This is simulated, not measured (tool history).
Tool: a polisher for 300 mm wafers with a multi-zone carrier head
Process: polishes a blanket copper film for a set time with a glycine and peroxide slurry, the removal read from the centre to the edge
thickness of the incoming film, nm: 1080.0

| run | day | flow of slurry (ml/min) | pressure of the head's centre zone | pressure of the head's middle zone | pressure of the head's edge zone | polishing time (s) | film removed at the wafer's centre (nm) | film removed at mid-radius (nm) | film removed at the wafer's edge (nm) |
|---|---|---|---|---|---|---|---|---|---|
| 1 | 0.000 | 200 | 1.00 | 1.00 | 1.00 | 87 | 268.39 | 258.62 | 257.99 |
| 2 | 0.217 | 190 | 0.99 | 0.98 | 0.99 | 87 | 269.77 | 253.41 | 253.17 |
| 3 | 0.312 | 190 | 0.99 | 0.98 | 1.03 | 87 | 272.64 | 253.11 | 264.28 |
| 4 | 0.462 | 185 | 0.97 | 0.96 | 1.02 | 86 | 255.57 | 247.59 | 253.38 |
| 5 | 0.583 | 180 | 0.97 | 0.94 | 1.02 | 86 | 253.79 | 238.13 | 248.60 |
| 6 | 0.717 | 180 | 0.97 | 0.87 | 1.02 | 86 | 256.42 | 224.51 | 252.49 |
| 7 | 0.912 | 175 | 0.96 | 0.87 | 1.02 | 86 | 255.57 | 223.26 | 256.20 |

The next listed run, before its measurement:
| 8 | 1.283 | 170 | 0.95 | 0.87 | 1.01 | 86 | ? | ? | ? |

{"run 8": {"film removed at the wafer's centre (nm)": 246.9, "film removed at mid-radius (nm)": 220.14, "film removed at the wafer's edge (nm)": 254.44}}

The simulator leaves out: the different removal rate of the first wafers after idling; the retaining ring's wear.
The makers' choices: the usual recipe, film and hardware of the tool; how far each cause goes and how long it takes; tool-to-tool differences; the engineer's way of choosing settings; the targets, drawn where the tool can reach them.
